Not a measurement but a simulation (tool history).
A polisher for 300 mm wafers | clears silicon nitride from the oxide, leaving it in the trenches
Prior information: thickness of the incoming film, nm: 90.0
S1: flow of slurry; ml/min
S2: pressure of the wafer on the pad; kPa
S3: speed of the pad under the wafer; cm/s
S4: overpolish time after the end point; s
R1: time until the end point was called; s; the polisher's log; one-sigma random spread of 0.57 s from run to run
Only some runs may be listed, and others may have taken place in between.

run,day,S1,S2,S3,S4,R1
1,0,205,15.2,128,4,72.315
2,0.046,205,15.2,128,4,74.234
3,0.188,205,15.9,128,4,70.907
4,0.358,205,15.9,98,4,93.371
5,0.654,205,15.9,98,4,92.031
6,1.025,205,15.9,98,4,93.571
7,1.279,210,20,106,4,68.443

What will run 8 give?
8,1.333,210,20.7,106,4,?

For run 8 the tool returned R1 65.863 s.
